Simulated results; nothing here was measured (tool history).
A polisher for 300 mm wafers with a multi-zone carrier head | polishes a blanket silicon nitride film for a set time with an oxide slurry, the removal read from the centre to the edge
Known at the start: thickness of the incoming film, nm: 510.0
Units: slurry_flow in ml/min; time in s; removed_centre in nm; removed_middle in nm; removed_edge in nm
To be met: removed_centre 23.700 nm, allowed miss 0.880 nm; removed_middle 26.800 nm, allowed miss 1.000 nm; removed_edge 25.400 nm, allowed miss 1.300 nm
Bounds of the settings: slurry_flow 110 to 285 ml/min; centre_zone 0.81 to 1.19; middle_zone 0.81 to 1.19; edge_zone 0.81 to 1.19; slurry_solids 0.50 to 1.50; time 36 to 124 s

{"run": 1, "hour": 0.0, "slurry_flow": 180, "centre_zone": 1.0, "middle_zone": 1.0, "edge_zone": 1.0, "slurry_solids": 1.0, "time": 79, "removed_centre": 38.301, "removed_middle": 37.787, "removed_edge": 37.878}
{"run": 2, "hour": 7.7, "slurry_flow": 180, "centre_zone": 0.99, "middle_zone": 1.0, "edge_zone": 0.99, "slurry_solids": 0.95, "time": 78, "removed_centre": 37.021, "removed_middle": 35.795, "removed_edge": 36.282}
{"run": 3, "hour": 16.0, "slurry_flow": 180, "centre_zone": 0.99, "middle_zone": 1.0, "edge_zone": 0.99, "slurry_solids": 0.85, "time": 78, "removed_centre": 34.957, "removed_middle": 33.285, "removed_edge": 34.097}
{"run": 4, "hour": 21.8, "slurry_flow": 180, "centre_zone": 0.99, "middle_zone": 1.03, "edge_zone": 0.99, "slurry_solids": 0.85, "time": 78, "removed_centre": 34.395, "removed_middle": 34.717, "removed_edge": 34.159}
{"run": 5, "hour": 22.4, "slurry_flow": 215, "centre_zone": 0.99, "middle_zone": 1.03, "edge_zone": 0.99, "slurry_solids": 0.85, "time": 78, "removed_centre": 35.694, "removed_middle": 36.037, "removed_edge": 34.096}
{"run": 6, "hour": 27.0, "slurry_flow": 215, "centre_zone": 0.97, "middle_zone": 1.03, "edge_zone": 0.98, "slurry_solids": 0.8, "time": 77, "removed_centre": 33.064, "removed_middle": 33.455, "removed_edge": 32.604}
{"run": 7, "hour": 27.9, "slurry_flow": 220, "centre_zone": 0.96, "middle_zone": 1.04, "edge_zone": 0.97, "slurry_solids": 0.75, "time": 77, "removed_centre": 30.762, "removed_middle": 33.556, "removed_edge": 31.082}
{"run": 8, "hour": 34.6, "slurry_flow": 220, "centre_zone": 0.95, "middle_zone": 1.03, "edge_zone": 0.96, "slurry_solids": 0.75, "time": 77, "removed_centre": 30.972, "removed_middle": 31.921, "removed_edge": 31.491}
{"run": 9, "hour": 43.3, "slurry_flow": 170, "centre_zone": 0.86, "middle_zone": 1.1, "edge_zone": 0.88, "slurry_solids": 0.5, "time": 73, "removed_centre": 17.965, "removed_middle": 21.479, "removed_edge": 18.791}
{"run": 10, "hour": 51.4, "slurry_flow": 180, "centre_zone": 0.86, "middle_zone": 1.1, "edge_zone": 0.89, "slurry_solids": 0.5, "time": 73, "removed_centre": 18.02, "removed_middle": 21.931, "removed_edge": 19.292}
{"run": 11, "hour": 52.5, "slurry_flow": 190, "centre_zone": 0.87, "middle_zone": 1.09, "edge_zone": 0.9, "slurry_solids": 0.5, "time": 73, "removed_centre": 18.568, "removed_middle": 22.672, "removed_edge": 19.89}
{"run": 12, "hour": 54.8, "slurry_flow": 200, "centre_zone": 0.88, "middle_zone": 1.08, "edge_zone": 0.91, "slurry_solids": 0.5, "time": 73, "removed_centre": 18.695, "removed_middle": 22.016, "removed_edge": 19.475}
{"run": 13, "hour": 57.7, "slurry_flow": 200, "centre_zone": 0.89, "middle_zone": 1.08, "edge_zone": 0.93, "slurry_solids": 0.5, "time": 73, "removed_centre": 19.021, "removed_middle": 22.25, "removed_edge": 19.993}

4 next moves are on the table. One of them brings every result within its allowed miss. Which?
{"run": "A", "hour": 60.6, "slurry_flow": 215, "centre_zone": 0.92, "middle_zone": 1.08, "edge_zone": 1.02, "slurry_solids": 0.65, "time": 69, "removed_centre": "?", "removed_middle": "?", "removed_edge": "?"}
{"run": "B", "hour": 60.6, "slurry_flow": 210, "centre_zone": 1.0, "middle_zone": 0.96, "edge_zone": 0.94, "slurry_solids": 0.55, "time": 81, "removed_centre": "?", "removed_middle": "?", "removed_edge": "?"}
{"run": "C", "hour": 60.6, "slurry_flow": 180, "centre_zone": 1.07, "middle_zone": 0.88, "edge_zone": 0.92, "slurry_solids": 0.55, "time": 63, "removed_centre": "?", "removed_middle": "?", "removed_edge": "?"}
{"run": "D", "hour": 60.6, "slurry_flow": 185, "centre_zone": 0.89, "middle_zone": 1.15, "edge_zone": 0.89, "slurry_solids": 0.65, "time": 74, "removed_centre": "?", "removed_middle": "?", "removed_edge": "?"}

move=A removed_centre=23.755 removed_middle=26.666 removed_edge=24.946
move=B removed_centre=25.989 removed_middle=24.298 removed_edge=24.216
move=C removed_centre=21.161 removed_middle=17.232 removed_edge=18.400
move=D removed_centre=24.141 removed_middle=29.634 removed_edge=24.722
A: meets every target
B: takes the result that was furthest off past its target
C: further off than the last run
D: brings the result that was furthest off to its target, and leaves another outside
The right move is A.
